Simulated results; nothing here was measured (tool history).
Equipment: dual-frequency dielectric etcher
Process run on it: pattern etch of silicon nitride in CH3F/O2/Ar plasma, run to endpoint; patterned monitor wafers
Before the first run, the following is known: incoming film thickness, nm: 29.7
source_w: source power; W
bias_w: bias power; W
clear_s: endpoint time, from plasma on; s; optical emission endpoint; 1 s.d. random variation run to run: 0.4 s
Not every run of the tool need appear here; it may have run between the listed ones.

| run | hour | source_w | bias_w | clear_s |
|---|---|---|---|---|
| 1 | 0 | 520 | 79 | 37.904 |
| 2 | 6.2 | 490 | 76 | 39.519 |
| 3 | 6.9 | 490 | 65 | 41.842 |
| 4 | 11.2 | 580 | 65 | 39.207 |
| 5 | 16.6 | 550 | 63 | 40.962 |
| 6 | 20.6 | 530 | 62 | 40.9 |
| 7 | 28.6 | 510 | 60 | 43.261 |
| 8 | 35.3 | 500 | 60 | 42.681 |
| 9 | 35.8 | 480 | 59 | 43.1 |

Run 10 comes next. What will it give?
| 10 | 40.8 | 380 | 48 | ? |

For run 10 the tool returned clear_s 50.766 s.
